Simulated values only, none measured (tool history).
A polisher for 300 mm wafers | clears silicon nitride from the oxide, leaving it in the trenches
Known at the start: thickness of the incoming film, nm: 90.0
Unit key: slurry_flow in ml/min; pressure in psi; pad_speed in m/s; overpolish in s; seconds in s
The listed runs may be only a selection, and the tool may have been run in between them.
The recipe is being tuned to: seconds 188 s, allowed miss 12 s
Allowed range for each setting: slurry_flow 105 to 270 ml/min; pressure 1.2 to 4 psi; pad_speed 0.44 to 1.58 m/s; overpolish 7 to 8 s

| run | day | slurry_flow | pressure | pad_speed | overpolish | seconds |
|---|---|---|---|---|---|---|
| 1 | 0 | 175 | 2.6 | 1 | 8 | 90.13 |
| 2 | 0.338 | 175 | 2.4 | 0.98 | 8 | 101.3 |
| 3 | 0.504 | 175 | 2.3 | 0.96 | 8 | 113.55 |
| 4 | 0.629 | 175 | 2.2 | 0.96 | 8 | 113.59 |
| 5 | 0.729 | 175 | 2.1 | 0.94 | 8 | 120.81 |
| 6 | 0.962 | 150 | 2.1 | 0.94 | 8 | 127.25 |
| 7 | 1.217 | 150 | 2 | 0.94 | 8 | 131.94 |
| 8 | 1.388 | 150 | 1.3 | 0.86 | 8 | 212.15 |
| 9 | 1.496 | 150 | 1.4 | 0.86 | 8 | 205.33 |

5 next moves are on the table. One of them brings every result within its allowed miss. Which?
| A | 1.604 | 120 | 1.2 | 0.98 | 8 | ? |
| B | 1.604 | 175 | 1.7 | 0.74 | 8 | ? |
| C | 1.604 | 110 | 1.2 | 0.9 | 8 | ? |
| D | 1.604 | 105 | 1.2 | 1.06 | 7 | ? |
| E | 1.604 | 170 | 1.6 | 0.96 | 8 | ? |

| move | seconds |
|---|---|
| A | 218.9 |
| B | 191.14 |
| C | 243.28 |
| D | 210.4 |
| E | 158.31 |
A: its largest miss is bigger than the last run's
B: each result inside its tolerance
C: its largest miss is bigger than the last run's
D: its largest miss is bigger than the last run's
E: pushes the last run's worst result past its target
B meets every target.

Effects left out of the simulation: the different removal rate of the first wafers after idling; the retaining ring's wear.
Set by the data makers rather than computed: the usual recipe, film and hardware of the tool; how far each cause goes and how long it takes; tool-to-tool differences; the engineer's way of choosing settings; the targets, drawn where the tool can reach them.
